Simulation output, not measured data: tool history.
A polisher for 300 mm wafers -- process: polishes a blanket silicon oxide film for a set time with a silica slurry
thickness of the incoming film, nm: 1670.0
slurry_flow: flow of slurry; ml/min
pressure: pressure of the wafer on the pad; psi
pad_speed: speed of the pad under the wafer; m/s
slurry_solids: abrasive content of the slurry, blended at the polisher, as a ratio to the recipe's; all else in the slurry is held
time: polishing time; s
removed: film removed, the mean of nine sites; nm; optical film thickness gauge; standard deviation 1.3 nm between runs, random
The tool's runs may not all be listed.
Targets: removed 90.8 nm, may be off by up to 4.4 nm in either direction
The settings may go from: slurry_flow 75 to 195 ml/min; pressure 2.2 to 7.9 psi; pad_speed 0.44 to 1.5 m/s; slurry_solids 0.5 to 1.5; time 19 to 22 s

run	hour	slurry_flow	pressure	pad_speed	slurry_solids	time	removed
1	0	125	5	0.96	1	22	54.547
2	9	125	5	0.96	0.85	22	51.168
3	13.9	125	5.5	0.96	0.85	22	56.261
4	17.9	110	5.5	0.96	0.85	22	56.093
5	20.1	110	5.5	0.96	0.65	22	49.127
6	23.6	110	6	0.98	0.65	22	56.204
7	28.1	110	6	0.98	0.65	22	54.198
8	33.8	110	6.4	1.02	0.65	22	59.335
9	41.7	110	6.7	1.06	0.65	22	63.423
10	47.2	110	6.9	1.1	0.65	22	67.07
11	51	110	7.1	1.14	0.65	22	73.786
12	59	110	7.3	1.16	0.65	22	74.977
13	60	110	7.4	1.18	0.65	22	75.331
14	61.3	110	7.5	1.22	0.65	22	79.616
15	66.2	110	7.6	1.24	0.65	22	80.87

Exercise: of the 5 proposed moves below, exactly one satisfies all targets within the stated allowed misses. Which move is it?
A	71.1	110	7.9	1.14	0.95	22	?
B	71.1	120	7.2	1.4	0.5	19	?
C	71.1	110	7.9	1.32	0.6	21	?
D	71.1	115	6.6	1.5	1.05	22	?
E	71.1	110	7.7	1.36	0.95	22	?

move	removed
A	91.096
B	65.394
C	80.486
D	96.693
E	100.26
A: each result inside its tolerance
B: moves away from the targets compared with the last run
C: about as far from the targets as the last run
D: pushes the last run's worst result past its target
E: pushes the last run's worst result past its target
So the answer is move A, the one that meets all the targets.
